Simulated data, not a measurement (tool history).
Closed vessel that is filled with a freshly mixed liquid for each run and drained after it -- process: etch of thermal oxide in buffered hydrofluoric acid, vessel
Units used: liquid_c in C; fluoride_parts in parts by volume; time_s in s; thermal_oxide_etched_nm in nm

run  hour  liquid_c  fluoride_parts  time_s  thermal_oxide_etched_nm
  1     0        20            10.5      30                     27.5
  2   8.8        19              11      30                   24.662
  3  13.4        19              11      30                   24.967
  4  16.5      18.5            11.5      30                    23.12
  5    18      18.5             9.5      30                   27.485
  6  25.2      18.5             9.5      30                   27.339
  7  33.4        18            10.5      30                   24.846

Run 8 is up next; what results do you expect?
  8  37.9      17.5            11.5      30                        ?

Run 8 yielded thermal_oxide_etched_nm 21.878 nm.
